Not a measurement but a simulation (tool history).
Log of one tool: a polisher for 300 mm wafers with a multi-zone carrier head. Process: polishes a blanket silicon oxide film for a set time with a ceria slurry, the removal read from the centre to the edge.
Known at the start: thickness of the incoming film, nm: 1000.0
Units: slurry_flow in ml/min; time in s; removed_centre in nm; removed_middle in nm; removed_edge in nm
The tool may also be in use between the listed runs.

run 1 hour=0 | slurry_flow=250 centre_zone=1 middle_zone=1 edge_zone=1 time=84 | removed_centre=296.06 removed_middle=254.57 removed_edge=271.6
run 2 hour=8.1 | slurry_flow=315 centre_zone=1 middle_zone=1 edge_zone=1 time=84 | removed_centre=302.94 removed_middle=262.93 removed_edge=271.87
run 3 hour=12.2 | slurry_flow=315 centre_zone=1.01 middle_zone=1.01 edge_zone=1.01 time=85 | removed_centre=310.77 removed_middle=272.32 removed_edge=276.38
run 4 hour=13.9 | slurry_flow=340 centre_zone=1.01 middle_zone=1.01 edge_zone=1.01 time=85 | removed_centre=310.85 removed_middle=267.35 removed_edge=276.88
run 5 hour=15 | slurry_flow=310 centre_zone=1.01 middle_zone=1.01 edge_zone=1.01 time=85 | removed_centre=300.2 removed_middle=267.63 removed_edge=275.55
run 6 hour=23 | slurry_flow=310 centre_zone=1.02 middle_zone=1.02 edge_zone=1.01 time=86 | removed_centre=310.1 removed_middle=272.71 removed_edge=271.92
run 7 hour=27.5 | slurry_flow=310 centre_zone=1.02 middle_zone=1.02 edge_zone=1.01 time=88 | removed_centre=314.46 removed_middle=282.01 removed_edge=282.97
run 8 hour=30.4 | slurry_flow=310 centre_zone=1.03 middle_zone=1.02 edge_zone=1.01 time=89 | removed_centre=328.17 removed_middle=286.3 removed_edge=289.48
run 9 hour=35.5 | slurry_flow=310 centre_zone=1.04 middle_zone=1.03 edge_zone=1.02 time=90 | removed_centre=330.62 removed_middle=287.77 removed_edge=288.25
-- hour=37 centre zone pressure recalibrated
run 10 hour=37 | slurry_flow=335 centre_zone=1.04 middle_zone=1.1 edge_zone=1.02 time=99 | removed_centre=339.12 removed_middle=336.27 removed_edge=315.56

Run 11 comes next. What will it give?
run 11 hour=38 | slurry_flow=335 centre_zone=1.07 middle_zone=1.09 edge_zone=1.01 time=99 | removed_centre=? removed_middle=? removed_edge=?

Run 11 gave removed_centre 338.27 nm, removed_middle 339.48 nm, removed_edge 322.4 nm.
